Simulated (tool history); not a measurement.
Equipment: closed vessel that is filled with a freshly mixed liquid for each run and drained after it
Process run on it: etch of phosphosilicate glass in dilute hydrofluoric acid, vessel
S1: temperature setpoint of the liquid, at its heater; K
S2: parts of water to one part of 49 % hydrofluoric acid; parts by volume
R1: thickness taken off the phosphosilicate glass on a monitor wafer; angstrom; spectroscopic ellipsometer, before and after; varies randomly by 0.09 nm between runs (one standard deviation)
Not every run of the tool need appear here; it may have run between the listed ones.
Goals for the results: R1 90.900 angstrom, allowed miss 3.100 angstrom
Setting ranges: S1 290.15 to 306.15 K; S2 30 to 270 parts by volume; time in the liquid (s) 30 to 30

{"run": 1, "hour": 0.0, "S1": 298.15, "S2": 150, "time in the liquid (s)": 30, "R1": 116.25}
{"run": 2, "hour": 1.1, "S1": 298.15, "S2": 110, "time in the liquid (s)": 30, "R1": 164.68}
{"run": 3, "hour": 4.0, "S1": 298.15, "S2": 110, "time in the liquid (s)": 30, "R1": 164.44}
{"run": 4, "hour": 13.1, "S1": 296.15, "S2": 120, "time in the liquid (s)": 30, "R1": 136.2}
{"run": 5, "hour": 20.0, "S1": 294.65, "S2": 125, "time in the liquid (s)": 30, "R1": 123.89}
{"run": 6, "hour": 23.1, "S1": 293.65, "S2": 130, "time in the liquid (s)": 30, "R1": 112.96}
{"run": 7, "hour": 32.0, "S1": 292.65, "S2": 135, "time in the liquid (s)": 30, "R1": 103.31}
{"run": 8, "hour": 41.1, "S1": 292.15, "S2": 135, "time in the liquid (s)": 30, "R1": 101.89}
{"run": 9, "hour": 46.3, "S1": 291.65, "S2": 135, "time in the liquid (s)": 30, "R1": 102.53}
{"run": 10, "hour": 54.5, "S1": 291.15, "S2": 140, "time in the liquid (s)": 30, "R1": 94.773}

Exactly one of the 5 candidate moves below puts every result within its allowed miss. Which one?
{"run": "A", "hour": 62.7, "S1": 290.15, "S2": 140, "time in the liquid (s)": 30, "R1": "?"}
{"run": "B", "hour": 62.7, "S1": 290.15, "S2": 130, "time in the liquid (s)": 30, "R1": "?"}
{"run": "C", "hour": 62.7, "S1": 291.65, "S2": 135, "time in the liquid (s)": 30, "R1": "?"}
{"run": "D", "hour": 62.7, "S1": 290.65, "S2": 135, "time in the liquid (s)": 30, "R1": "?"}
{"run": "E", "hour": 62.7, "S1": 291.15, "S2": 135, "time in the liquid (s)": 30, "R1": "?"}

move=A R1=90.866
move=B R1=98.828
move=C R1=100.710
move=D R1=96.670
move=E R1=98.674
A: in spec on every target
B: its largest miss is bigger than the last run's
C: its largest miss is bigger than the last run's
D: its largest miss is bigger than the last run's
E: its largest miss is bigger than the last run's
A meets every target.

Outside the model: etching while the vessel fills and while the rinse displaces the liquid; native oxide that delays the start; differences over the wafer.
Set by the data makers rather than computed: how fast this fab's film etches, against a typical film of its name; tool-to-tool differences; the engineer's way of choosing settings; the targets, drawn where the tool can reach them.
